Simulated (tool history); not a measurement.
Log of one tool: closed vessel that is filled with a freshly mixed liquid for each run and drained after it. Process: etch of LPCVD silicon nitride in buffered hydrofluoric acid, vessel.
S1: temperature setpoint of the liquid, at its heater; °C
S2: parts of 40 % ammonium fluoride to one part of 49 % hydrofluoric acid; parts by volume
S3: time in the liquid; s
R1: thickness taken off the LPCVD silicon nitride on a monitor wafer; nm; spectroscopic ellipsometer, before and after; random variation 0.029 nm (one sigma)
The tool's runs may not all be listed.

run,hour,S1,S2,S3,R1
1,0,23,22,615,4.514
2,5.5,22,22,615,4.2555
3,6.3,21,22,615,4.1177
4,7.6,20.5,22.5,615,3.8789
5,11.2,20.5,22.5,615,3.9173
6,14.5,20.5,22.5,410,2.5978
7,17.4,21,22.5,410,2.6495
8,21.4,21.5,22.5,410,2.8134

Run 9 comes next. What will it give?
9,29.5,21.5,22.5,410,?

R1: 2.7275 nm

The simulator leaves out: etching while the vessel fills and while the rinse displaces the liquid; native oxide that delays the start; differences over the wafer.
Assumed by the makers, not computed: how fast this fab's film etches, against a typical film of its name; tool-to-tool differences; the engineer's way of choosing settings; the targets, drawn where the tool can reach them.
